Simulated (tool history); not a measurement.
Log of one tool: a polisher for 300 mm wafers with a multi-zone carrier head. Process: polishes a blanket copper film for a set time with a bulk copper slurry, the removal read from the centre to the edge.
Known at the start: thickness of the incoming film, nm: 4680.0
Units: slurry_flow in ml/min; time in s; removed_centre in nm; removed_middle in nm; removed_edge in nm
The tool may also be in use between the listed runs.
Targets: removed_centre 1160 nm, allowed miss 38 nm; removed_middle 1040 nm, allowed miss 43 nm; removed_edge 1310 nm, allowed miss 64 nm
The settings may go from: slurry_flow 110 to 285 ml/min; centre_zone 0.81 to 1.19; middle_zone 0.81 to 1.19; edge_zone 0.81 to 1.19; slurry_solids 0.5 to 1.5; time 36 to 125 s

run	day	slurry_flow	centre_zone	middle_zone	edge_zone	slurry_solids	time	removed_centre	removed_middle	removed_edge
1	0	180	1	1	1	1	80	1017.3	1016.8	990.58
2	0.117	180	1	1	1	1	92	1142.4	1171	1150.7
3	0.221	175	1	0.97	1.02	1	92	1154.2	1123.7	1139.8
4	0.288	170	0.98	0.95	1.05	1.05	93	1153.3	1093.1	1163.8
5	0.617	165	0.96	0.94	1.07	1.1	94	1151	1110.4	1200.6
6	0.7	165	0.96	0.94	1.03	1.1	94	1165.2	1129.3	1173.7
7	1.054	165	0.95	0.93	1.06	1.1	95	1179.3	1134.2	1256.3
8	1.392	165	0.95	0.93	1.06	1.1	95	1166.3	1123.9	1220.5
9	1.517	165	0.94	0.92	1.08	1.1	95	1158.3	1117.1	1240.6
10	1.683	165	0.94	0.91	1.09	1.1	95	1163.5	1099.2	1230.8
11	1.825	165	0.94	0.91	1.09	1.1	95	1160.7	1095.2	1204.6
12	2.008	155	0.93	0.9	1.1	1.15	95	1141.1	1107.9	1232.3
13	2.271	155	0.92	0.89	1.11	1.15	95	1130.9	1093.6	1243.2

5 next moves are on the table. One of them brings every result within its allowed miss. Which?
A	2.533	165	0.89	0.82	1.17	1.25	96	?	?	?
B	2.533	155	0.96	0.97	1.05	1.2	92	?	?	?
C	2.533	145	1.02	1	1.03	1.45	87	?	?	?
D	2.533	190	1.05	0.82	1.13	1.05	90	?	?	?
E	2.533	175	0.96	0.91	1.06	1.1	87	?	?	?

move	removed_centre	removed_middle	removed_edge
A	1155.3	1057	1323.7
B	1141.9	1145.3	1184.1
C	1149.5	1138.8	1140.1
D	1191.5	978.85	1199.1
E	1083.5	1028.5	1122.4
A: meets every target
B: further off than the last run
C: further off than the last run
D: takes the result that was furthest off past its target
E: brings the result that was furthest off to its target, and leaves another outside
Move A is the one to make.

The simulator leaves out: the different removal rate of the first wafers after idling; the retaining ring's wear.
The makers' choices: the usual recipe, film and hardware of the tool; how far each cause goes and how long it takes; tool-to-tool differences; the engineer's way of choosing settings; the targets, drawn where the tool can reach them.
